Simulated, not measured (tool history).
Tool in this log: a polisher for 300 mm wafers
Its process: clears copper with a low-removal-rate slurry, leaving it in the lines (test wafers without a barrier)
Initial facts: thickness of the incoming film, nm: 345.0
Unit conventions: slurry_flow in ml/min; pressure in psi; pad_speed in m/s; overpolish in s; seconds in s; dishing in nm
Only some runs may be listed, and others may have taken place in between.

run,hour,slurry_flow,pressure,pad_speed,slurry_solids,overpolish,seconds,dishing
1,0.0,300,2.4,0.98,1.00,20,127.13,33.487
2,4.8,300,2.4,1.18,1.00,20,108.72,39.170
3,12.7,300,2.4,1.18,0.85,20,110.72,38.774
4,17.8,300,2.4,1.18,0.85,19,109.76,36.812
5,24.2,300,1.9,1.18,0.85,19,136.50,29.449
6,29.5,365,1.9,1.18,0.85,19,136.62,29.854
7,34.4,365,2.0,1.18,0.85,18,129.56,28.567
8,39.3,365,2.1,1.18,0.85,18,122.60,30.406
9,44.7,365,2.2,1.18,0.85,18,119.51,32.856

What will run 10 give?
10,48.5,365,2.3,1.18,0.85,17,?,?

seconds: 113.89 s
dishing: 32.978 nm
